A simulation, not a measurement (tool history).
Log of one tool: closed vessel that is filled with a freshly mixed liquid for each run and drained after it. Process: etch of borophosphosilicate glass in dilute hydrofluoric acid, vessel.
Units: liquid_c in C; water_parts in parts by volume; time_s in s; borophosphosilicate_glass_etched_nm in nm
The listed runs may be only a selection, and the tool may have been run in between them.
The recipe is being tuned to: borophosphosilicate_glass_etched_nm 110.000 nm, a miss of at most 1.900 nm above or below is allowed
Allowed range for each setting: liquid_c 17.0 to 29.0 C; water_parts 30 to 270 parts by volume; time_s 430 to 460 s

run,hour,liquid_c,water_parts,time_s,borophosphosilicate_glass_etched_nm
1,0.0,21.0,150,430,74.365
2,1.9,21.0,150,460,79.258
3,10.4,22.5,150,460,83.225
4,15.2,20.5,150,460,78.037
5,17.8,21.5,150,460,80.951
6,23.1,18.5,150,460,71.956
7,27.1,20.0,150,460,76.667
8,33.3,21.5,150,460,80.886
9,40.9,25.5,145,460,98.254
10,42.4,26.0,145,460,99.749
11,47.6,26.5,145,460,102.350
# hour 52.1: hydrofluoric acid flow meter replaced
12,52.1,28.5,145,460,121.750
13,59.5,28.0,145,460,119.490

Pick the move, out of 5, that brings all results within their allowed miss; only one does.
A,66.9,28.0,140,430,?
B,66.9,28.0,155,460,?
C,66.9,26.0,135,430,?
D,66.9,26.5,130,430,?
E,66.9,28.5,155,430,?

move,borophosphosilicate_glass_etched_nm
A,115.940
B,109.940
C,112.260
D,119.540
E,104.660
A: gains on the last run, yet a result remains outside its allowed miss
B: all results in spec
C: gains on the last run, yet a result remains outside its allowed miss
D: just as far off the targets as the last run
E: moves the result that the last run missed by most past its target, out the other side
Move B is the one to make.
